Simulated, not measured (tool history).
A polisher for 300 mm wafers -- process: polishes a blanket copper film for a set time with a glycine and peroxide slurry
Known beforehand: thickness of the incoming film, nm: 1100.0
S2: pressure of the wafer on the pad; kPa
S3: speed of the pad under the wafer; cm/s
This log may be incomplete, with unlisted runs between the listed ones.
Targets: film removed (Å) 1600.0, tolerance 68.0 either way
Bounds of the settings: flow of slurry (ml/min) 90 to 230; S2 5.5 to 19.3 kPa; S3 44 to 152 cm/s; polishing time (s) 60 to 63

run 1 hour=0.0 | flow_of_slurry_(ml/min)=150 S2=12.4 S3=98 polishing_time_(s)=60 | film_removed_(Å)=2247.8
run 2 hour=3.7 | flow_of_slurry_(ml/min)=150 S2=12.4 S3=76 polishing_time_(s)=60 | film_removed_(Å)=1910.8
run 3 hour=8.6 | flow_of_slurry_(ml/min)=150 S2=12.4 S3=76 polishing_time_(s)=60 | film_removed_(Å)=1904.8
run 4 hour=16.4 | flow_of_slurry_(ml/min)=180 S2=12.4 S3=76 polishing_time_(s)=60 | film_removed_(Å)=2009.0
run 5 hour=18.9 | flow_of_slurry_(ml/min)=175 S2=11.7 S3=76 polishing_time_(s)=60 | film_removed_(Å)=1856.9
run 6 hour=26.4 | flow_of_slurry_(ml/min)=175 S2=11.7 S3=76 polishing_time_(s)=63 | film_removed_(Å)=1973.7
run 7 hour=28.7 | flow_of_slurry_(ml/min)=175 S2=11.0 S3=76 polishing_time_(s)=63 | film_removed_(Å)=1878.8
run 8 hour=35.8 | flow_of_slurry_(ml/min)=165 S2=9.7 S3=76 polishing_time_(s)=63 | film_removed_(Å)=1709.4

Pick the move, out of 4, that brings all results within their allowed miss; only one does.
run A hour=42.9 | flow_of_slurry_(ml/min)=135 S2=12.4 S3=70 polishing_time_(s)=62 | film_removed_(Å)=?
run B hour=42.9 | flow_of_slurry_(ml/min)=175 S2=10.3 S3=70 polishing_time_(s)=60 | film_removed_(Å)=?
run C hour=42.9 | flow_of_slurry_(ml/min)=205 S2=8.3 S3=62 polishing_time_(s)=62 | film_removed_(Å)=?
run D hour=42.9 | flow_of_slurry_(ml/min)=175 S2=9.7 S3=60 polishing_time_(s)=60 | film_removed_(Å)=?

move=A film_removed_(Å)=1796.1
move=B film_removed_(Å)=1617.2
move=C film_removed_(Å)=1391.8
move=D film_removed_(Å)=1410.4
A: its largest miss is bigger than the last run's
B: meets every target
C: takes the result that was furthest off past its target
D: takes the result that was furthest off past its target
So the answer is move B, the one that meets all the targets.
